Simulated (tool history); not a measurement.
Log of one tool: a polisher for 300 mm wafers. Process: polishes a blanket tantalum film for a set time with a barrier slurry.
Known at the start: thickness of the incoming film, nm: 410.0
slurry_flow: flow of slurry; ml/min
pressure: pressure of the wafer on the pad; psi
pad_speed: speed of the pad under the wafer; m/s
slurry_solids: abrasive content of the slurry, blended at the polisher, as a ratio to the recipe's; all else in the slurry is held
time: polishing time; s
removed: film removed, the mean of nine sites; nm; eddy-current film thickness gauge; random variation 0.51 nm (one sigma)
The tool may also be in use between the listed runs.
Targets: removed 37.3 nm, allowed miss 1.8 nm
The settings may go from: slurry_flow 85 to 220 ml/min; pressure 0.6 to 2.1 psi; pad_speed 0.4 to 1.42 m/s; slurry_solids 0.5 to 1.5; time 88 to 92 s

{"run": 1, "hour": 0.0, "slurry_flow": 140, "pressure": 1.3, "pad_speed": 0.9, "slurry_solids": 1, "time": 88, "removed": 82.905}
{"run": 2, "hour": 3.0, "slurry_flow": 140, "pressure": 1.1, "pad_speed": 0.84, "slurry_solids": 1, "time": 88, "removed": 69.374}
{"run": 3, "hour": 8.9, "slurry_flow": 140, "pressure": 1.4, "pad_speed": 0.84, "slurry_solids": 1, "time": 88, "removed": 84.058}
{"run": 4, "hour": 11.5, "slurry_flow": 135, "pressure": 1.2, "pad_speed": 0.78, "slurry_solids": 1, "time": 88, "removed": 66.722}
{"run": 5, "hour": 15.3, "slurry_flow": 135, "pressure": 0.9, "pad_speed": 0.78, "slurry_solids": 1, "time": 88, "removed": 55.887}
{"run": 6, "hour": 23.8, "slurry_flow": 130, "pressure": 0.8, "pad_speed": 0.74, "slurry_solids": 1, "time": 88, "removed": 49.926}
{"run": 7, "hour": 26.0, "slurry_flow": 130, "pressure": 0.7, "pad_speed": 0.7, "slurry_solids": 1, "time": 88, "removed": 44.232}
{"run": 8, "hour": 33.7, "slurry_flow": 130, "pressure": 0.7, "pad_speed": 0.68, "slurry_solids": 1, "time": 88, "removed": 42.853}
{"run": 9, "hour": 38.9, "slurry_flow": 130, "pressure": 0.7, "pad_speed": 0.66, "slurry_solids": 1, "time": 88, "removed": 41.523}

4 next moves are on the table. One of them brings every result within its allowed miss. Which?
{"run": "A", "hour": 44.1, "slurry_flow": 100, "pressure": 0.8, "pad_speed": 0.74, "slurry_solids": 0.8, "time": 92, "removed": "?"}
{"run": "B", "hour": 44.1, "slurry_flow": 90, "pressure": 0.6, "pad_speed": 0.64, "slurry_solids": 0.9, "time": 88, "removed": "?"}
{"run": "C", "hour": 44.1, "slurry_flow": 85, "pressure": 0.9, "pad_speed": 0.54, "slurry_solids": 1.05, "time": 89, "removed": "?"}
{"run": "D", "hour": 44.1, "slurry_flow": 90, "pressure": 0.6, "pad_speed": 0.84, "slurry_solids": 1, "time": 92, "removed": "?"}

move=A removed=47.161
move=B removed=33.649
move=C removed=36.899
move=D removed=46.702
A: further off than the last run
B: takes the result that was furthest off past its target
C: meets every target
D: further off than the last run
Move C is the one to make.
